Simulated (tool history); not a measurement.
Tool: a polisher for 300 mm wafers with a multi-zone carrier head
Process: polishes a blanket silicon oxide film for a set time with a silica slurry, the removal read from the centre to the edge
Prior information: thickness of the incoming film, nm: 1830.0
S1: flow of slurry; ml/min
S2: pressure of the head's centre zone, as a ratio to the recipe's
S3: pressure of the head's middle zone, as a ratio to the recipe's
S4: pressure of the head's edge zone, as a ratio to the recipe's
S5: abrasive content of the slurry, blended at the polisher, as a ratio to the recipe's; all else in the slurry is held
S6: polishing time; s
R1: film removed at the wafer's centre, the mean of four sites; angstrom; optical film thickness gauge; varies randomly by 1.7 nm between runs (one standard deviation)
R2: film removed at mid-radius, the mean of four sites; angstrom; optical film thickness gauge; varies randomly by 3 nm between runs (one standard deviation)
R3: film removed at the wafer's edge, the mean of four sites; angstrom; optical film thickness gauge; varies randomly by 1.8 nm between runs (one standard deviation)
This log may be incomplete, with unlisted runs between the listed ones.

| run | hour | S1 | S2 | S3 | S4 | S5 | S6 | R1 | R2 | R3 |
|---|---|---|---|---|---|---|---|---|---|---|
| 1 | 0 | 235 | 1 | 1 | 1 | 1 | 49 | 2497.9 | 2542.5 | 2557.9 |
| 2 | 6.9 | 235 | 1.07 | 1 | 1 | 1 | 49 | 2637.3 | 2526.4 | 2615 |
| 3 | 12.5 | 235 | 1.07 | 0.92 | 1 | 1 | 49 | 2616.4 | 2383.9 | 2619 |
| 4 | 13.4 | 235 | 1.03 | 0.94 | 0.96 | 0.9 | 49 | 2454.5 | 2359.1 | 2442.9 |
| 5 | 17.2 | 235 | 1.03 | 0.89 | 0.96 | 0.9 | 49 | 2490.7 | 2226.7 | 2496.1 |
| 6 | 20.6 | 230 | 1 | 0.92 | 0.94 | 0.8 | 49 | 2341.3 | 2287.9 | 2366 |
| 7 | 22.3 | 230 | 0.99 | 0.93 | 0.92 | 0.7 | 48 | 2184.7 | 2138.7 | 2214.8 |

Forecast run 8:
| 8 | 24.9 | 225 | 0.98 | 0.95 | 0.9 | 0.65 | 48 | ? | ? | ? |

Run 8 yielded R1 2119.6 angstrom, R2 2132.4 angstrom, R3 2163.8 angstrom.
